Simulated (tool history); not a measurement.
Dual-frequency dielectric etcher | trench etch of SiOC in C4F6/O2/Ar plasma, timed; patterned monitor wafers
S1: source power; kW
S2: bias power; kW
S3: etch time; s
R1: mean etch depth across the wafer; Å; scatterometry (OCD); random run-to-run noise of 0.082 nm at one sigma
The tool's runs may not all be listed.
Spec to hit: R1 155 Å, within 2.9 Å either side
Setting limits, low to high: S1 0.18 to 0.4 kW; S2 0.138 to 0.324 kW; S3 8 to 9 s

run,hour,S1,S2,S3,R1
1,0,0.29,0.231,9,172.89
2,4,0.31,0.231,9,178.54
3,7.6,0.28,0.227,9,170.12
4,10.8,0.26,0.224,9,162.68
5,16.3,0.25,0.223,9,160.19
6,24.8,0.25,0.223,8,142.13
7,27.5,0.26,0.225,8,144.46
8,31.4,0.27,0.226,8,147.59
9,36,0.27,0.226,8,148.08
10,39.5,0.28,0.227,8,150.27

Consider the 4 candidate settings below. Which is the only one whose results all fall within their allowed miss of target?
A,43,0.29,0.206,8,?
B,43,0.27,0.213,8.5,?
C,43,0.28,0.182,8.5,?
D,43,0.28,0.16,9,?

move,R1
A,147.36
B,153.25
C,146.56
D,147.49
A: its largest miss is bigger than the last run's
B: every result lands within tolerance
C: its largest miss is bigger than the last run's
D: its largest miss is bigger than the last run's
B is the move that brings every result within its allowed miss.

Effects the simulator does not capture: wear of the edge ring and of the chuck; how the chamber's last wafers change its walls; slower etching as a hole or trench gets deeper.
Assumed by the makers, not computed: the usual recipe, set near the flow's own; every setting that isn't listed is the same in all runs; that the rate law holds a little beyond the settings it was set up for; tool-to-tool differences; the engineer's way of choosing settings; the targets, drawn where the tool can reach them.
